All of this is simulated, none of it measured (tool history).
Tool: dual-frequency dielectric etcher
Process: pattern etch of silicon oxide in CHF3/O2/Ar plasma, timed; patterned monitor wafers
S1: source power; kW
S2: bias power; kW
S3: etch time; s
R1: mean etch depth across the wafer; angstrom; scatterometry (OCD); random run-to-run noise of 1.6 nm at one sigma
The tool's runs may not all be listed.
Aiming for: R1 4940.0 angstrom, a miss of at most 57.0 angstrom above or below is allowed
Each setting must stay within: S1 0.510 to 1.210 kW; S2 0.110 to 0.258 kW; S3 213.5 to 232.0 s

{"run": 1, "hour": 0.0, "S1": 0.86, "S2": 0.184, "S3": 232.0, "R1": 5808.0}
{"run": 2, "hour": 7.3, "S1": 0.86, "S2": 0.184, "S3": 213.5, "R1": 5318.0}
{"run": 3, "hour": 12.0, "S1": 0.86, "S2": 0.184, "S3": 232.0, "R1": 5769.4}
{"run": 4, "hour": 13.0, "S1": 0.79, "S2": 0.184, "S3": 232.0, "R1": 5655.4}
{"run": 5, "hour": 19.0, "S1": 0.93, "S2": 0.184, "S3": 232.0, "R1": 5891.4}
{"run": 6, "hour": 23.1, "S1": 1.02, "S2": 0.184, "S3": 232.0, "R1": 6042.2}
{"run": 7, "hour": 31.6, "S1": 1.02, "S2": 0.184, "S3": 232.0, "R1": 6067.3}
{"run": 8, "hour": 33.9, "S1": 0.88, "S2": 0.175, "S3": 231.5, "R1": 5685.7}

Which single option among these 5 for the next run brings every result within its allowed miss of target? Just one does.
{"run": "A", "hour": 36.2, "S1": 0.87, "S2": 0.158, "S3": 217.0, "R1": "?"}
{"run": "B", "hour": 36.2, "S1": 0.74, "S2": 0.177, "S3": 217.0, "R1": "?"}
{"run": "C", "hour": 36.2, "S1": 0.72, "S2": 0.167, "S3": 217.5, "R1": "?"}
{"run": "D", "hour": 36.2, "S1": 0.81, "S2": 0.133, "S3": 228.5, "R1": "?"}
{"run": "E", "hour": 36.2, "S1": 0.73, "S2": 0.152, "S3": 232.0, "R1": "?"}

move=A R1=5070.8
move=B R1=5115.6
move=C R1=4960.4
move=D R1=4842.9
move=E R1=5087.6
A: better than the last run, though not everything is in spec
B: better than the last run, though not everything is in spec
C: every result lands within tolerance
D: the result that was furthest off in the last run now lies on the other side of its target
E: better than the last run, though not everything is in spec
Go with C: it meets all targets.

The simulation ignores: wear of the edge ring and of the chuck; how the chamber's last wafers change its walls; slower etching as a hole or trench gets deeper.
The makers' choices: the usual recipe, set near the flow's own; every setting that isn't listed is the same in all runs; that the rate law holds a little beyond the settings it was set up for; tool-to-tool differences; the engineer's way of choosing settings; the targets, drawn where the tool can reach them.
